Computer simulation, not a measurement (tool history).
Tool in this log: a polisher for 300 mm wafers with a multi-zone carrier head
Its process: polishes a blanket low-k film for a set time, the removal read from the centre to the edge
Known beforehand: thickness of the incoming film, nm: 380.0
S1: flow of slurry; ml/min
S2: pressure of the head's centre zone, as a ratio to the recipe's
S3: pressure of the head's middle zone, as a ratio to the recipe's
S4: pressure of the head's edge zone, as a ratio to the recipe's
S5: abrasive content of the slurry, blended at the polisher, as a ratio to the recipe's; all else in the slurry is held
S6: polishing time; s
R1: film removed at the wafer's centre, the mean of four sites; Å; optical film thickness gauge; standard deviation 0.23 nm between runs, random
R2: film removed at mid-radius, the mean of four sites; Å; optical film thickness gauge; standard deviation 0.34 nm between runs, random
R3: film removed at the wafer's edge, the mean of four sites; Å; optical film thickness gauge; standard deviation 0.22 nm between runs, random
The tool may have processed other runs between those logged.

Run 1, hour 0: S1 290 ml/min, S2 1, S3 1, S4 1, S5 1, S6 83 s. Result: R1 265.4 Å, R2 266.88 Å, R3 266.6 Å.
Run 2, hour 7.6: S1 290 ml/min, S2 1, S3 1.07, S4 1, S5 1, S6 83 s. Result: R1 263.02 Å, R2 287.34 Å, R3 265.71 Å.
Run 3, hour 11.6: S1 305 ml/min, S2 1.04, S3 1.08, S4 0.98, S5 1, S6 83 s. Result: R1 277.26 Å, R2 287.39 Å, R3 260.42 Å.
Run 4, hour 16.4: S1 315 ml/min, S2 1.06, S3 1.1, S4 0.98, S5 1, S6 83 s. Result: R1 284.29 Å, R2 295.96 Å, R3 263.96 Å.
Run 5, hour 18.4: S1 330 ml/min, S2 1.08, S3 1.11, S4 0.96, S5 1, S6 83 s. Result: R1 286.02 Å, R2 294.96 Å, R3 262.59 Å.
Run 6, hour 25.2: S1 325 ml/min, S2 1.11, S3 1.13, S4 0.95, S5 1, S6 83 s. Result: R1 300.93 Å, R2 294.26 Å, R3 261.65 Å.
Run 7, hour 29.2: S1 330 ml/min, S2 1.12, S3 1.14, S4 0.93, S5 1, S6 83 s. Result: R1 300.01 Å, R2 307.52 Å, R3 258.91 Å.
Run 8, hour 37.5: S1 330 ml/min, S2 1.13, S3 1.14, S4 0.93, S5 1, S6 83 s. Result: R1 303.31 Å, R2 306.66 Å, R3 255.47 Å.

Run 9 has not been measured yet. What should we expect?
Run 9, hour 39.9: S1 335 ml/min, S2 1.14, S3 1.14, S4 0.93, S5 1, S6 83 s. Result: R1 ?, R2 ?, R3 ?.

For run 9 the tool returned R1 307.76 Å, R2 304.92 Å, R3 258.24 Å.

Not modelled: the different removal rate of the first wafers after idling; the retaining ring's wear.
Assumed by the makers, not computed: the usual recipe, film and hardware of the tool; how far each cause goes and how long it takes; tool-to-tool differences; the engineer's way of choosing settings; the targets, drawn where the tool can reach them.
